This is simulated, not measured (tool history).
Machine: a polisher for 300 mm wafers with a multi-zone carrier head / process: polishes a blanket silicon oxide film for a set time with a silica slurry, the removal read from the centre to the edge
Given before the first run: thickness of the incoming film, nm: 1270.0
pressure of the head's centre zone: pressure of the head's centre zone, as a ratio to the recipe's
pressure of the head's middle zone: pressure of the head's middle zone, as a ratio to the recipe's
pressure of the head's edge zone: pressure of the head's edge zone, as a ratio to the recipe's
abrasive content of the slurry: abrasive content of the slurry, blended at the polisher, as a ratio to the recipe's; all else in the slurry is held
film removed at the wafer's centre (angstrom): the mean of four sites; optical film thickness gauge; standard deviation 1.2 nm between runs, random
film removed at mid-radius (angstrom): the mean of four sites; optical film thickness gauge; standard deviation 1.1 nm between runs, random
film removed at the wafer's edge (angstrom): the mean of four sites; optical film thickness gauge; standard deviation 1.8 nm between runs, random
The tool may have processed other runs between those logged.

run,hour,flow of slurry (ml/min),pressure of the head's centre zone,pressure of the head's middle zone,pressure of the head's edge zone,abrasive content of the slurry,polishing time (s),film removed at the wafer's centre (angstrom),film removed at mid-radius (angstrom),film removed at the wafer's edge (angstrom)
1,0.0,255,1.00,1.00,1.00,1.00,32,1644.4,1536.1,1618.1
2,5.8,255,1.00,0.98,0.97,0.90,32,1541.1,1426.8,1468.1
3,13.4,250,0.99,0.94,0.95,0.90,32,1532.1,1385.0,1493.4
4,18.2,250,0.99,0.93,0.93,0.85,32,1462.3,1329.7,1388.8
5,22.9,250,0.99,0.93,0.93,1.05,32,1660.9,1513.5,1567.1
6,26.1,250,0.99,0.93,0.93,1.05,27,1381.2,1287.8,1332.4
7,28.5,245,0.99,0.91,0.92,1.05,27,1375.7,1270.4,1341.8
8,30.4,240,0.99,0.89,0.90,1.05,27,1387.1,1259.2,1319.1

Predict the results of run 9:
9,36.8,240,0.99,0.87,0.89,1.05,27,?,?,?

{"run 9": {"film removed at the wafer's centre (angstrom)": 1408.5, "film removed at mid-radius (angstrom)": 1207.4, "film removed at the wafer's edge (angstrom)": 1334.6}}
